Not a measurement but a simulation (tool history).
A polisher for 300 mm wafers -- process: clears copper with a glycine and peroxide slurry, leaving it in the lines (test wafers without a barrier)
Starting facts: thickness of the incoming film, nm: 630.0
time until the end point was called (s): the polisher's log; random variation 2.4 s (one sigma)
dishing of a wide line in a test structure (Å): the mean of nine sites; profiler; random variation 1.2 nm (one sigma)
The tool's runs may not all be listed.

run	day	flow of slurry (ml/min)	pressure of the wafer on the pad (kPa)	speed of the pad under the wafer (cm/s)	overpolish time after the end point (s)	time until the end point was called (s)	dishing of a wide line in a test structure (Å)
1	0	135	19.3	122	20	97.621	661.89
2	0.079	135	17.9	120	22	104.1	659.18
3	0.425	135	17.9	120	25	106.83	737.69
4	0.646	135	17.9	108	25	113.03	674.9
5	0.917	135	17.9	108	19	109.57	563.27
6	1.225	135	17.2	108	21	116.66	606.7
# day 1.529: slurry nozzle cleaned
7	1.529	135	16.5	108	22	115.42	620.97
8	1.688	135	15.9	108	23	116.82	642.58

What does the tool deliver on the next run?
9	2.029	135	15.2	108	24	?	?

{"run 9": {"time until the end point was called (s)": 119.59, "dishing of a wide line in a test structure (Å)": 643.81}}
